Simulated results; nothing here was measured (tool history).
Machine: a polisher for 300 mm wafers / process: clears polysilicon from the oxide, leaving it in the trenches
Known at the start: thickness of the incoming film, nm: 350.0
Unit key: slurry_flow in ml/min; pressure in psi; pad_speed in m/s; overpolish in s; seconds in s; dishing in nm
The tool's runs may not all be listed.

{"run": 1, "hour": 0.0, "slurry_flow": 170, "pressure": 3.5, "pad_speed": 1.2, "overpolish": 19, "seconds": 12.826, "dishing": 66.441}
{"run": 2, "hour": 7.9, "slurry_flow": 170, "pressure": 3.1, "pad_speed": 1.14, "overpolish": 16, "seconds": 15.211, "dishing": 68.015}
{"run": 3, "hour": 10.9, "slurry_flow": 170, "pressure": 2.4, "pad_speed": 1.14, "overpolish": 16, "seconds": 19.751, "dishing": 66.836}
{"run": 4, "hour": 17.8, "slurry_flow": 170, "pressure": 2.9, "pad_speed": 1.14, "overpolish": 16, "seconds": 16.229, "dishing": 67.513}
{"run": 5, "hour": 23.3, "slurry_flow": 170, "pressure": 2.9, "pad_speed": 1.4, "overpolish": 16, "seconds": 13.436, "dishing": 69.604}
{"run": 6, "hour": 27.6, "slurry_flow": 175, "pressure": 2.8, "pad_speed": 1.26, "overpolish": 20, "seconds": 15.609, "dishing": 66.708}
{"run": 7, "hour": 31.7, "slurry_flow": 180, "pressure": 2.6, "pad_speed": 1.2, "overpolish": 24, "seconds": 17.684, "dishing": 67.645}
{"run": 8, "hour": 38.2, "slurry_flow": 180, "pressure": 2.6, "pad_speed": 1.2, "overpolish": 24, "seconds": 17.161, "dishing": 68.121}
{"run": 9, "hour": 46.1, "slurry_flow": 165, "pressure": 2.6, "pad_speed": 1.06, "overpolish": 21, "seconds": 19.784, "dishing": 67.293}
{"run": 10, "hour": 55.1, "slurry_flow": 185, "pressure": 2.5, "pad_speed": 0.96, "overpolish": 21, "seconds": 21.292, "dishing": 64.936}
{"run": 11, "hour": 62.5, "slurry_flow": 200, "pressure": 2.4, "pad_speed": 0.9, "overpolish": 21, "seconds": 22.607, "dishing": 67.392}
{"run": 12, "hour": 69.7, "slurry_flow": 180, "pressure": 2.5, "pad_speed": 0.84, "overpolish": 23, "seconds": 23.115, "dishing": 67.7}
{"run": 13, "hour": 77.0, "slurry_flow": 200, "pressure": 2.3, "pad_speed": 0.84, "overpolish": 19, "seconds": 25.66, "dishing": 64.855}
{"run": 14, "hour": 80.3, "slurry_flow": 215, "pressure": 2.3, "pad_speed": 0.84, "overpolish": 16, "seconds": 25.162, "dishing": 65.725}
{"run": 15, "hour": 83.2, "slurry_flow": 225, "pressure": 2.3, "pad_speed": 0.8, "overpolish": 14, "seconds": 25.864, "dishing": 60.746}
{"run": 16, "hour": 88.5, "slurry_flow": 230, "pressure": 2.2, "pad_speed": 0.8, "overpolish": 13, "seconds": 27.173, "dishing": 60.331}

What does the tool deliver on the next run?
{"run": 17, "hour": 90.0, "slurry_flow": 235, "pressure": 2.2, "pad_speed": 0.8, "overpolish": 12, "seconds": "?", "dishing": "?"}

{"run 17": {"seconds": 26.152, "dishing": 59.699}}

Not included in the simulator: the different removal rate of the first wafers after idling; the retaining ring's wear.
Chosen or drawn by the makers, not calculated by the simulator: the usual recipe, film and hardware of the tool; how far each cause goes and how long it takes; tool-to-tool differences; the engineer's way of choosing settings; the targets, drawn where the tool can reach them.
